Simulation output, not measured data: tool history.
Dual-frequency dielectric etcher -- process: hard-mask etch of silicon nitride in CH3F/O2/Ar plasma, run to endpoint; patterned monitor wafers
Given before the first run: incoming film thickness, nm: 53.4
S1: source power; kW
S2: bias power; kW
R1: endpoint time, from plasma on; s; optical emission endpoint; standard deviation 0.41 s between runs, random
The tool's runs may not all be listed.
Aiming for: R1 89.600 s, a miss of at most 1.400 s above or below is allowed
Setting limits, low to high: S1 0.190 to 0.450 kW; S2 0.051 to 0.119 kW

Run 1, hour 0.0: S1 0.320 kW, S2 0.085 kW. Result: R1 82.537 s.
Run 2, hour 2.2: S1 0.320 kW, S2 0.091 kW. Result: R1 81.134 s.
Run 3, hour 5.1: S1 0.320 kW, S2 0.078 kW. Result: R1 86.190 s.
Run 4, hour 8.3: S1 0.350 kW, S2 0.078 kW. Result: R1 83.149 s.
Run 5, hour 11.2: S1 0.340 kW, S2 0.078 kW. Result: R1 84.937 s.
Run 6, hour 16.2: S1 0.330 kW, S2 0.078 kW. Result: R1 85.501 s.
Run 7, hour 18.2: S1 0.280 kW, S2 0.076 kW. Result: R1 92.607 s.
Run 8, hour 19.2: S1 0.310 kW, S2 0.077 kW. Result: R1 87.503 s.

Exactly one of the 4 candidate moves below puts every result within its allowed miss. Which one?
Run A, hour 20.2: S1 0.380 kW, S2 0.061 kW. Result: R1 ?.
Run B, hour 20.2: S1 0.290 kW, S2 0.085 kW. Result: R1 ?.
Run C, hour 20.2: S1 0.340 kW, S2 0.084 kW. Result: R1 ?.
Run D, hour 20.2: S1 0.340 kW, S2 0.063 kW. Result: R1 ?.

move      R1
   A  89.745
   B  86.639
   C  81.503
   D  92.737
A: every result lands within tolerance
B: lands further from the targets than the last run did
C: lands further from the targets than the last run did
D: moves the result that the last run missed by most past its target, out the other side
Answer: A
